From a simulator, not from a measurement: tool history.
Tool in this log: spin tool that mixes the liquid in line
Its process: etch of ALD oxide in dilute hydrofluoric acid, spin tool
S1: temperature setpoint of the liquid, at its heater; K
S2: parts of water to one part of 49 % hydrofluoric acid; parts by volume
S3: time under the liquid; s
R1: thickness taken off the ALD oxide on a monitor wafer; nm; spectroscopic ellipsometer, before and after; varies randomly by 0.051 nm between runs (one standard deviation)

run    day      S1   S2  S3      R1
  1      0  298.15  235  40  1.8104
  2  0.171  298.15  235  40  1.8192
  3  0.258  296.65  235  40  1.7513
  4  0.283  298.65  185  40  2.4697
  5  0.562  300.15  155  40  3.2959
  6  0.729  300.15  155  40  3.3077
  7  0.929  301.65  145  40  3.7829
  8  1.288  302.65  135  40  4.2976

For run 9, what comes out?
  9  1.646  303.65  130  40   ?

R1: 4.5374 nm
